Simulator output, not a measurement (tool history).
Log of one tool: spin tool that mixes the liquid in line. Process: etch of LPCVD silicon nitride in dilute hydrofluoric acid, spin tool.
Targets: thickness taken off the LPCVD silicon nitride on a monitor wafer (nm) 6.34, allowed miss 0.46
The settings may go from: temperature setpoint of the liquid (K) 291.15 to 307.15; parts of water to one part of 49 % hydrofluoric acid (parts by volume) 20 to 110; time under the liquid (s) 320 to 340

run  hour  temperature setpoint of the liquid (K)  parts of water to one part of 49 % hydrofluoric acid (parts by volume)  time under the liquid (s)  thickness taken off the LPCVD silicon nitride on a monitor wafer (nm)
  1     0                                  299.15                                                                      60                        320                                                                   3.02
  2   1.8                                  299.15                                                                      60                        320                                                                 3.1364
  3   8.7                                  299.15                                                                      75                        320                                                                 2.5437
  4  14.6                                  300.65                                                                      65                        325                                                                 3.2358
  5  19.1                                  298.65                                                                      65                        325                                                                 2.7927
  6  22.1                                  298.65                                                                      55                        325                                                                 3.4326
  7  28.1                                  300.15                                                                      50                        325                                                                 4.2124
  8  31.2                                  301.15                                                                      50                        325                                                                 4.5316
  9  39.4                                  302.15                                                                      50                        325                                                                 4.5901
 10  41.9                                  302.15                                                                      50                        325                                                                 4.7617
 11  42.9                                  303.15                                                                      50                        325                                                                 4.8722
 12  45.9                                  303.65                                                                      50                        325                                                                 5.1928

5 next moves are on the table. One of them brings every result within its allowed miss. Which?
  A  48.9                                  303.65                                                                      35                        340                                                                      ?
  B  48.9                                  306.15                                                                      50                        340                                                                      ?
  C  48.9                                  306.15                                                                      40                        340                                                                      ?
  D  48.9                                  303.15                                                                      60                        325                                                                      ?
  E  48.9                                  303.15                                                                      35                        335                                                                      ?

move  thickness taken off the LPCVD silicon nitride on a monitor wafer (nm)
   A                                                                 7.8685
   B                                                                 6.4926
   C                                                                 8.1004
   D                                                                 4.2777
   E                                                                  7.505
A: takes the result that was furthest off past its target
B: meets every target
C: takes the result that was furthest off past its target
D: further off than the last run
E: takes the result that was furthest off past its target
Move B is the one to make.

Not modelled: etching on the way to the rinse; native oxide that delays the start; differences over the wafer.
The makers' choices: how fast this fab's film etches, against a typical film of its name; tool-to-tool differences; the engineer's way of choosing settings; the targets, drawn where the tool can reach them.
